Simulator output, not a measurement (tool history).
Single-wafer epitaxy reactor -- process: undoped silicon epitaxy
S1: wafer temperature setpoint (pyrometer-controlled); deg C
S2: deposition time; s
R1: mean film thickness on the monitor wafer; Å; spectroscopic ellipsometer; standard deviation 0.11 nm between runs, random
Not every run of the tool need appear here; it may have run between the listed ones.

Run 1, hour 0: S1 650 deg C, S2 418 s. Result: R1 615.65 Å.
Run 2, hour 8.9: S1 650 deg C, S2 372 s. Result: R1 547.07 Å.
Run 3, hour 13: S1 650 deg C, S2 410 s. Result: R1 601.84 Å.
Run 4, hour 19.8: S1 642 deg C, S2 410 s. Result: R1 493.79 Å.
Run 5, hour 25.5: S1 640 deg C, S2 410 s. Result: R1 470.48 Å.
Run 6, hour 31.2: S1 638 deg C, S2 410 s. Result: R1 443.68 Å.

For run 7, what comes out?
Run 7, hour 34: S1 637 deg C, S2 410 s. Result: R1 ?.

{"run 7": {"R1": 433.55}}

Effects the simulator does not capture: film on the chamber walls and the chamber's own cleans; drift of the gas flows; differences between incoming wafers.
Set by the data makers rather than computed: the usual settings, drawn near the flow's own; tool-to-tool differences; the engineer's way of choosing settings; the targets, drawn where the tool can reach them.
